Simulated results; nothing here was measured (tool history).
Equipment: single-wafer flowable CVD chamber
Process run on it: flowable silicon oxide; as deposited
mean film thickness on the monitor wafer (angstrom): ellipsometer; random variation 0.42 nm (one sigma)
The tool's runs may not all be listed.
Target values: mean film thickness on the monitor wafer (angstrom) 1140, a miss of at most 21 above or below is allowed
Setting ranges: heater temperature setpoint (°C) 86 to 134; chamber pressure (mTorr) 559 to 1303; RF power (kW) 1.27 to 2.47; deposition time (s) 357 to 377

run	hour	heater temperature setpoint (°C)	chamber pressure (mTorr)	RF power (kW)	deposition time (s)	mean film thickness on the monitor wafer (angstrom)
1	0	110	931	1.87	377	1977.9
2	9.2	110	931	1.87	377	1970.2
3	14	110	793	1.87	377	1690.4
4	19.1	110	793	1.65	377	1636.6
5	26.6	110	793	1.65	377	1637.2
6	28.3	112	793	1.65	377	1531.2
7	36.8	114	793	1.65	377	1427.1
8	40.2	115	793	1.65	377	1378.3
9	42.6	116	793	1.65	377	1329.7
10	47.3	117	793	1.65	377	1283.3
11	53.6	118	793	1.65	377	1248.5
12	57.4	120	793	1.65	377	1167.1

Of the 4 settings listed for the next run, only one would bring every result within its allowed miss of target. Which one?
A	61.2	116	721	1.535	376	?
B	61.2	118	779	1.61	366	?
C	61.2	120	788	1.565	377	?
D	61.2	121	883	1.665	357	?

move	mean film thickness on the monitor wafer (angstrom)
A	1181
B	1175.4
C	1140.1
D	1192.1
A: lands further from the targets than the last run did
B: lands further from the targets than the last run did
C: every result lands within tolerance
D: lands further from the targets than the last run did
C meets every target.

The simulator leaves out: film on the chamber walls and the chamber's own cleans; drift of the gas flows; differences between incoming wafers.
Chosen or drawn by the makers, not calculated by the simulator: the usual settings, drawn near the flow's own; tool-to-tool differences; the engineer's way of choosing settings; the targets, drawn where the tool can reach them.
